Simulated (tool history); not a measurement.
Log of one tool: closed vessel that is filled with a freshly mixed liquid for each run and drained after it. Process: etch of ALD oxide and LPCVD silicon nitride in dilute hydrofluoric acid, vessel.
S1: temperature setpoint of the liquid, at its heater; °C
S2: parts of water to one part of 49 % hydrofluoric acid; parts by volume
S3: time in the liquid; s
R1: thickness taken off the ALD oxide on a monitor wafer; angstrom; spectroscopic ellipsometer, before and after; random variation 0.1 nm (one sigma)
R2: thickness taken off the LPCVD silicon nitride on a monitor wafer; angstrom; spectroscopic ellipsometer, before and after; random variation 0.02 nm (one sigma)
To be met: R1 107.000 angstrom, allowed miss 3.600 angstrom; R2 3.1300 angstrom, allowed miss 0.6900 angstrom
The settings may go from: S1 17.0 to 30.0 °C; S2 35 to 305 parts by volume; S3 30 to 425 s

{"run": 1, "hour": 0.0, "S1": 22.0, "S2": 170, "S3": 215, "R1": 155.92, "R2": 5.6626}
{"run": 2, "hour": 6.9, "S1": 20.5, "S2": 180, "S3": 215, "R1": 137.48, "R2": 4.8863}
{"run": 3, "hour": 13.8, "S1": 19.5, "S2": 185, "S3": 215, "R1": 128.02, "R2": 4.5411}
{"run": 4, "hour": 15.0, "S1": 19.5, "S2": 135, "S3": 215, "R1": 184.65, "R2": 6.6362}
{"run": 5, "hour": 17.5, "S1": 19.5, "S2": 95, "S3": 215, "R1": 267.37, "R2": 9.3569}
{"run": 6, "hour": 22.8, "S1": 19.5, "S2": 95, "S3": 175, "R1": 221.67, "R2": 6.3732}
{"run": 7, "hour": 27.5, "S1": 19.0, "S2": 120, "S3": 175, "R1": 168.15, "R2": 5.0169}
{"run": 8, "hour": 30.0, "S1": 18.5, "S2": 135, "S3": 175, "R1": 146.65, "R2": 4.2688}
{"run": 9, "hour": 34.8, "S1": 18.0, "S2": 145, "S3": 175, "R1": 127.83, "R2": 4.1803}
{"run": 10, "hour": 40.2, "S1": 18.0, "S2": 150, "S3": 170, "R1": 123.33, "R2": 3.7942}
{"run": 11, "hour": 44.6, "S1": 17.0, "S2": 170, "S3": 170, "R1": 99.86, "R2": 2.8714}

4 next moves are on the table. One of them brings every result within its allowed miss. Which?
{"run": "A", "hour": 49.0, "S1": 18.0, "S2": 210, "S3": 205, "R1": "?", "R2": "?"}
{"run": "B", "hour": 49.0, "S1": 17.5, "S2": 160, "S3": 155, "R1": "?", "R2": "?"}
{"run": "C", "hour": 49.0, "S1": 17.5, "S2": 200, "S3": 195, "R1": "?", "R2": "?"}
{"run": "D", "hour": 49.0, "S1": 17.0, "S2": 135, "S3": 140, "R1": "?", "R2": "?"}

move=A R1=97.731 R2=3.4882
move=B R1=99.682 R2=3.3134
move=C R1=96.596 R2=3.3630
move=D R1=107.140 R2=3.4070
A: further off than the last run
B: as far off as the last run
C: further off than the last run
D: meets every target
Answer: D
